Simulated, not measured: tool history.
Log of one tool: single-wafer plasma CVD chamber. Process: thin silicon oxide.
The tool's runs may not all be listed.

run	hour	heater temperature setpoint (K)	chamber pressure (Torr)	RF power (W)	deposition time (s)	mean film thickness on the monitor wafer (Å)
1	0.0	653.15	1.05	355	10.68	285.23
2	3.4	653.15	0.97	340	10.68	262.61
3	8.8	663.15	0.97	340	10.68	258.63
4	11.6	670.15	0.97	340	10.68	259.65
5	16.9	670.15	0.91	335	10.68	238.32
6	17.6	670.15	0.88	335	10.68	231.42
7	23.1	670.15	0.85	335	10.68	223.19
8	28.4	670.15	0.85	335	10.68	224.00
9	35.9	670.15	0.83	335	10.68	218.93
10	40.1	670.15	0.81	335	10.68	211.88
11	46.0	670.15	0.80	335	10.68	207.86

Run 12 comes next. What will it give?
12	51.6	670.15	0.79	335	10.68	?

mean film thickness on the monitor wafer (Å): 204.85

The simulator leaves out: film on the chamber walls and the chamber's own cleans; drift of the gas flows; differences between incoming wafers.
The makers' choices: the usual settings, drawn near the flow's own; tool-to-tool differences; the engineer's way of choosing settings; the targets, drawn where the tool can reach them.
